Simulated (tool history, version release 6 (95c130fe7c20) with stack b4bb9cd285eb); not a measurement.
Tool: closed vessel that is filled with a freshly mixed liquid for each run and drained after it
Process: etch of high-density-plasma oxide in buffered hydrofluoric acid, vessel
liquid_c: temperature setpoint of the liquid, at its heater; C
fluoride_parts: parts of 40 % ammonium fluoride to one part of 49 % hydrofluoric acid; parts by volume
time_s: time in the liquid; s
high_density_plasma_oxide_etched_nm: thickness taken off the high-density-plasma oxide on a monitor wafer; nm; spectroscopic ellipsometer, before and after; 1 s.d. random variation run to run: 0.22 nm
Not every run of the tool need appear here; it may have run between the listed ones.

run,hour,liquid_c,fluoride_parts,time_s,high_density_plasma_oxide_etched_nm
1,0.0,21.0,19.0,90,49.556
2,8.5,21.0,19.0,95,51.800
3,9.9,19.0,19.0,95,46.662
4,11.8,19.0,19.0,90,44.184
5,18.3,20.0,19.0,90,47.163
6,27.3,20.0,16.5,90,53.952

Forecast run 7:
7,34.7,20.5,16.5,90,?

Logged for run 7: high_density_plasma_oxide_etched_nm 55.378 nm.
